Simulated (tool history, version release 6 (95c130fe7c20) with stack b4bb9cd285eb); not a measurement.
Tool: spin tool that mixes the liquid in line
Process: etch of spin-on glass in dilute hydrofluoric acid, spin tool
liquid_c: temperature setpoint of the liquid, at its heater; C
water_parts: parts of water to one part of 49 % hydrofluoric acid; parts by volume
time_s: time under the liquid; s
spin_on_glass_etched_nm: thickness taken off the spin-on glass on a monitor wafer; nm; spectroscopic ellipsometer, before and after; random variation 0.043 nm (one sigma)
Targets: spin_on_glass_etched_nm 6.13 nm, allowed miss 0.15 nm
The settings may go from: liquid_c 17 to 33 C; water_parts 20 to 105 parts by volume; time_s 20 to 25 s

run,hour,liquid_c,water_parts,time_s,spin_on_glass_etched_nm
1,0,25,55,25,14.262
2,6.1,23,60,25,12.151
3,7.4,21.5,65,25,10.342
4,13,20.5,70,25,9.2508
5,21,19.5,75,25,8.3108
6,23.7,19,80,25,7.5846
7,31.1,18.5,80,25,7.4551
8,39.3,18,80,25,7.2065
9,42,17.5,85,25,6.6013

Which of these 4 next moves meets every target?
A,44.7,20,85,20,?
B,44.7,17.5,95,25,?
C,44.7,17,90,25,?
D,44.7,17,95,25,?

move,spin_on_glass_etched_nm
A,5.9212
B,5.9
C,6.1299
D,5.7768
A: takes the result that was furthest off past its target
B: takes the result that was furthest off past its target
C: meets every target
D: takes the result that was furthest off past its target
Move C is the one to make.
